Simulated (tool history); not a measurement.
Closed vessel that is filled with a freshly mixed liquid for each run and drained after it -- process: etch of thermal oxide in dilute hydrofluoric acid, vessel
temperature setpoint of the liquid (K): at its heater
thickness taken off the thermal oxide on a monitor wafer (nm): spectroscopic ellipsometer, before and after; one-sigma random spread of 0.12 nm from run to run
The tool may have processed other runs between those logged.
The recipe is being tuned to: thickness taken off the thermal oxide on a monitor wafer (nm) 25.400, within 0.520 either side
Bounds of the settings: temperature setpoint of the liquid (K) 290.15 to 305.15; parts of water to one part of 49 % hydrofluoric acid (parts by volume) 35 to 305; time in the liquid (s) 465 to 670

run	hour	temperature setpoint of the liquid (K)	parts of water to one part of 49 % hydrofluoric acid (parts by volume)	time in the liquid (s)	thickness taken off the thermal oxide on a monitor wafer (nm)
1	0.0	297.15	170	670	18.537
2	8.8	294.15	170	670	16.468
3	13.0	291.15	170	670	14.615
4	21.3	291.15	135	670	19.113
5	28.4	291.15	135	670	19.083
6	37.2	292.15	135	670	19.723
7	42.4	292.15	135	670	19.806
8	43.8	293.15	135	670	20.734
9	49.3	293.65	135	670	21.162
10	52.0	297.65	135	670	24.521

Which of these 4 next moves meets every target?
A	54.7	296.15	130	670	?
B	54.7	296.15	125	670	?
C	54.7	297.65	140	670	?
D	54.7	302.15	165	660	?

move	thickness taken off the thermal oxide on a monitor wafer (nm)
A	24.258
B	25.374
C	23.597
D	22.610
A: misses by more than the last run did
B: in spec on every target
C: misses by more than the last run did
D: misses by more than the last run did
So the answer is move B, the one that meets all the targets.
